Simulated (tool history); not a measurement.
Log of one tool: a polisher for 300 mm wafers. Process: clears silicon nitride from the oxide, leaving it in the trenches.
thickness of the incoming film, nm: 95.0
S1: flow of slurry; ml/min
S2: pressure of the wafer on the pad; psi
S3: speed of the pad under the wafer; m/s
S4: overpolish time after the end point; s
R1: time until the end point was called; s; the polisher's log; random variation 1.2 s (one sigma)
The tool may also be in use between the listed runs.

run 1 day=0 | S1=300 S2=2.9 S3=1 S4=8 | R1=95.762
run 2 day=0.362 | S1=300 S2=2.9 S3=0.8 S4=8 | R1=118.16
run 3 day=0.425 | S1=300 S2=3.3 S3=0.8 S4=8 | R1=102.52
run 4 day=0.762 | S1=300 S2=3.5 S3=0.8 S4=8 | R1=95.532
run 5 day=0.921 | S1=300 S2=3.7 S3=0.8 S4=8 | R1=89.947
run 6 day=1.146 | S1=300 S2=3.8 S3=0.8 S4=8 | R1=86.832
run 7 day=1.454 | S1=300 S2=3.8 S3=0.8 S4=8 | R1=89.69

Run 8 comes next. What will it give?
run 8 day=1.525 | S1=300 S2=3.9 S3=0.8 S4=8 | R1=?

{"run 8": {"R1": 85.255}}

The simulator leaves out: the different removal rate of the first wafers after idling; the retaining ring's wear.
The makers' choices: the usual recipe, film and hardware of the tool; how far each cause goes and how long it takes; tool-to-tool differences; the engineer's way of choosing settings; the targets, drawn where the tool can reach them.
